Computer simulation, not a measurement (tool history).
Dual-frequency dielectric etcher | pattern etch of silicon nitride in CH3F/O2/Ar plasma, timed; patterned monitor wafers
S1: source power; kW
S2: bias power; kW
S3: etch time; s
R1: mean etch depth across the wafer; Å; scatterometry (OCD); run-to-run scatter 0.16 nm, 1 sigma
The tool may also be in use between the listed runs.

Run 1, day 0: S1 0.49 kW, S2 0.085 kW, S3 32 s. Result: R1 253.56 Å.
Run 2, day 0.183: S1 0.49 kW, S2 0.098 kW, S3 32 s. Result: R1 274.98 Å.
Run 3, day 0.438: S1 0.49 kW, S2 0.111 kW, S3 32 s. Result: R1 291.32 Å.
Run 4, day 0.488: S1 0.49 kW, S2 0.118 kW, S3 32 s. Result: R1 300.81 Å.
Run 5, day 0.658: S1 0.49 kW, S2 0.118 kW, S3 29.5 s. Result: R1 278.92 Å.
Run 6, day 1.008: S1 0.49 kW, S2 0.105 kW, S3 29.5 s. Result: R1 266.29 Å.
Run 7, day 1.204: S1 0.49 kW, S2 0.105 kW, S3 29.5 s. Result: R1 262.59 Å.
Run 8, day 1.312: S1 0.45 kW, S2 0.103 kW, S3 29.5 s. Result: R1 251.45 Å.

Expected results for the next run?
Run 9, day 1.646: S1 0.43 kW, S2 0.102 kW, S3 29.5 s. Result: R1 ?.

R1: 244.94 Å

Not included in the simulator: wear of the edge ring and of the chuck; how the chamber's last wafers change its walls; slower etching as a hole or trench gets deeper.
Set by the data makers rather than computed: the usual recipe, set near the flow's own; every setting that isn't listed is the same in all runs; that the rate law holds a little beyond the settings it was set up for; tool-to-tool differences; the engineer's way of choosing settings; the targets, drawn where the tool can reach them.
